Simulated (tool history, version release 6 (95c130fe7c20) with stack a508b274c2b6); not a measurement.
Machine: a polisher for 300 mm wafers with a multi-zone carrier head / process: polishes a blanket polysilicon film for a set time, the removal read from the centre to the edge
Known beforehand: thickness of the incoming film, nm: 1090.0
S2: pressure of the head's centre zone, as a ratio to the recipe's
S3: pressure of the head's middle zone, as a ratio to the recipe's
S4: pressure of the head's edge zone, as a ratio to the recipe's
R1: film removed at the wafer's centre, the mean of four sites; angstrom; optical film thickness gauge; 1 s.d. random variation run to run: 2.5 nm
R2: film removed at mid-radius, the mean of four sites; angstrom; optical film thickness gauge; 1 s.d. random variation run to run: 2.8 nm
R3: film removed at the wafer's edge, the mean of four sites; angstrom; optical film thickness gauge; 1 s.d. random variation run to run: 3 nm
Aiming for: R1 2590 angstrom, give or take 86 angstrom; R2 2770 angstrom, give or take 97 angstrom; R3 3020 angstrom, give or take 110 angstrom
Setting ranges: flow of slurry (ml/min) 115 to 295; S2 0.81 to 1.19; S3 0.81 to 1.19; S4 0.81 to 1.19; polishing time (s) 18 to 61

Run 1, day 0: flow of slurry (ml/min) 190, S2 1, S3 1, S4 1, polishing time (s) 39. Result: R1 3737.1 angstrom, R2 3766.1 angstrom, R3 3749.5 angstrom.
Run 2, day 0.279: flow of slurry (ml/min) 190, S2 1, S3 1, S4 0.93, polishing time (s) 39. Result: R1 3713.2 angstrom, R2 3801.5 angstrom, R3 3622 angstrom.
Run 3, day 0.533: flow of slurry (ml/min) 190, S2 1, S3 1, S4 0.85, polishing time (s) 39. Result: R1 3740.7 angstrom, R2 3744.4 angstrom, R3 3521.2 angstrom.
Run 4, day 0.825: flow of slurry (ml/min) 190, S2 1, S3 1, S4 0.85, polishing time (s) 32. Result: R1 3081.2 angstrom, R2 3142.1 angstrom, R3 2847.9 angstrom.
Run 5, day 1.008: flow of slurry (ml/min) 180, S2 0.97, S3 0.97, S4 0.88, polishing time (s) 32. Result: R1 2952.6 angstrom, R2 3002.9 angstrom, R3 2878.7 angstrom.
Run 6, day 1.192: flow of slurry (ml/min) 180, S2 0.97, S3 0.97, S4 0.88, polishing time (s) 41. Result: R1 3728.5 angstrom, R2 3829.5 angstrom, R3 3614.5 angstrom.
Run 7, day 1.333: flow of slurry (ml/min) 170, S2 0.94, S3 0.94, S4 0.91, polishing time (s) 40. Result: R1 3499.3 angstrom, R2 3556 angstrom, R3 3613.1 angstrom.
Run 8, day 1.412: flow of slurry (ml/min) 140, S2 0.84, S3 0.86, S4 0.85, polishing time (s) 33. Result: R1 2482.3 angstrom, R2 2732.2 angstrom, R3 2855.6 angstrom.
Run 9, day 1.517: flow of slurry (ml/min) 145, S2 0.84, S3 0.86, S4 0.86, polishing time (s) 33. Result: R1 2546.1 angstrom, R2 2732.2 angstrom, R3 2844.3 angstrom.
Run 10, day 1.821: flow of slurry (ml/min) 145, S2 0.84, S3 0.86, S4 0.88, polishing time (s) 33. Result: R1 2526 angstrom, R2 2707.1 angstrom, R3 2922.2 angstrom.

Consider the 5 candidate settings below. Which is the only one whose results all fall within their allowed miss of target?
Run A, day 2.125: flow of slurry (ml/min) 150, S2 0.89, S3 0.82, S4 0.85, polishing time (s) 32. Result: R1 ?, R2 ?, R3 ?.
Run B, day 2.125: flow of slurry (ml/min) 160, S2 0.81, S3 0.86, S4 0.95, polishing time (s) 32. Result: R1 ?, R2 ?, R3 ?.
Run C, day 2.125: flow of slurry (ml/min) 190, S2 0.81, S3 0.86, S4 0.96, polishing time (s) 31. Result: R1 ?, R2 ?, R3 ?.
Run D, day 2.125: flow of slurry (ml/min) 120, S2 0.84, S3 0.87, S4 0.87, polishing time (s) 35. Result: R1 ?, R2 ?, R3 ?.
Run E, day 2.125: flow of slurry (ml/min) 185, S2 0.83, S3 0.94, S4 1.03, polishing time (s) 30. Result: R1 ?, R2 ?, R3 ?.

move      R1      R2      R3
   A  2629.8  2593.4  2773.3
   B  2422.5  2728.1  2940.8
   C  2419.1  2715.6  2920.7
   D  2582.4  2849.8  2968.2
   E  2390.3  2817.5  2912.3
A: further off than the last run
B: corrects the largest miss of the last run, while another result sits out of spec
C: corrects the largest miss of the last run, while another result sits out of spec
D: hits every target within its allowed miss
E: corrects the largest miss of the last run, while another result sits out of spec
D meets every target.
